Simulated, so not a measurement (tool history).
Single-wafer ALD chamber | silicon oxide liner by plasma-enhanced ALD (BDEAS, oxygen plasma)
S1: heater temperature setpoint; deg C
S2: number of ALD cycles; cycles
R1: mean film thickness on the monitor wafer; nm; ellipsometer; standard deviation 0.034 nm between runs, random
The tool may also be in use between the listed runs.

run  hour   S1  S2      R1
  1   0.0  320  79  7.0026
  2   7.2  326  79  6.8960
  3   8.0  326  83  7.1522
  4  12.0  326  78  6.7962
  5  16.0  326  89  7.7312
  6  17.0  326  82  7.1877
  7  24.5  325  83  7.2817
  8  32.4  324  83  7.1820

What will run 9 give?
  9  39.5  324  84   ?

{"run 9": {"R1": 7.3372}}
